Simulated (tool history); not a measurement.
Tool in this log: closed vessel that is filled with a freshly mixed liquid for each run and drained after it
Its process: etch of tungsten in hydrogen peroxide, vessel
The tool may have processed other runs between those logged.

| run | hour | temperature setpoint of the liquid (K) | concentration of hydrogen peroxide in the mixed liquid (% by weight) | time in the liquid (s) | thickness taken off the tungsten on a monitor wafer (angstrom) |
|---|---|---|---|---|---|
| 1 | 0 | 330.15 | 19.5 | 85 | 3652.9 |
| 2 | 5.2 | 330.15 | 19.5 | 90 | 3871 |
| 3 | 8.6 | 330.15 | 15.5 | 90 | 3499.8 |
| 4 | 13.3 | 330.15 | 15.5 | 90 | 3417.1 |
| 5 | 15.3 | 329.15 | 15.5 | 90 | 3246.8 |
| 6 | 23.3 | 329.15 | 15.5 | 90 | 3259.1 |
| 7 | 30.3 | 328.65 | 15.5 | 90 | 3236.9 |
| 8 | 37.8 | 327.65 | 15.5 | 90 | 3043.5 |
| 9 | 41.7 | 327.15 | 15.5 | 90 | 2924.4 |
| 10 | 42.8 | 326.65 | 15.5 | 90 | 2829.2 |

The next listed run, before its measurement:
| 11 | 44.6 | 326.15 | 15.5 | 90 | ? |

{"run 11": {"thickness taken off the tungsten on a monitor wafer (angstrom)": 2735.8}}
